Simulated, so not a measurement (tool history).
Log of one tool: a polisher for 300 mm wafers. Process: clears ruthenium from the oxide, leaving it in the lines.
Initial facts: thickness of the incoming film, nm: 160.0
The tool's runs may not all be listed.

| run | hour | flow of slurry (ml/min) | pressure of the wafer on the pad (kPa) | speed of the pad under the wafer (m/s) | overpolish time after the end point (s) | time until the end point was called (s) |
|---|---|---|---|---|---|---|
| 1 | 0 | 300 | 19.3 | 0.96 | 7 | 125.18 |
| 2 | 3.8 | 300 | 17.2 | 0.94 | 7 | 134.86 |
| 3 | 11.3 | 300 | 17.2 | 0.94 | 7 | 139.25 |
| 4 | 14.3 | 300 | 22.1 | 0.94 | 7 | 113.2 |
| 5 | 21.7 | 300 | 22.1 | 0.94 | 7 | 112.56 |
| 6 | 28.6 | 300 | 19.3 | 0.9 | 7 | 129.48 |

Predict the results of run 7:
| 7 | 33.1 | 300 | 17.2 | 0.86 | 7 | ? |

Run 7 yielded time until the end point was called (s) 148.1.
